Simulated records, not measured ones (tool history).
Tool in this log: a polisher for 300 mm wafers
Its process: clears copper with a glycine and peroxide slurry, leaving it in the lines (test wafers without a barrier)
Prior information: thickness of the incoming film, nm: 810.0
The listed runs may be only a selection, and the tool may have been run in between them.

run  hour  flow of slurry (ml/min)  pressure of the wafer on the pad (kPa)  speed of the pad under the wafer (cm/s)  overpolish time after the end point (s)  time until the end point was called (s)  dishing of a wide line in a test structure (nm)
  1     0                      175                                      20                                      120                                       15                                   100.65                                           35.576
  2     1                      135                                      20                                      120                                       15                                   110.14                                           35.621
  3   4.6                      165                                    17.2                                      128                                       13                                   113.83                                           32.868
  4  10.9                      190                                    15.2                                      140                                       11                                   116.33                                           31.214
  5  13.3                      190                                    15.2                                      160                                       11                                    108.1                                           32.126
  6  14.4                      210                                    15.2                                      156                                        9                                   110.36                                           28.709

Run 7 comes next. What will it give?
  7    23                      260                                    20.7                                      122                                        4                                        ?                                                ?

time until the end point was called (s): 93.6
dishing of a wide line in a test structure (nm): 19.415

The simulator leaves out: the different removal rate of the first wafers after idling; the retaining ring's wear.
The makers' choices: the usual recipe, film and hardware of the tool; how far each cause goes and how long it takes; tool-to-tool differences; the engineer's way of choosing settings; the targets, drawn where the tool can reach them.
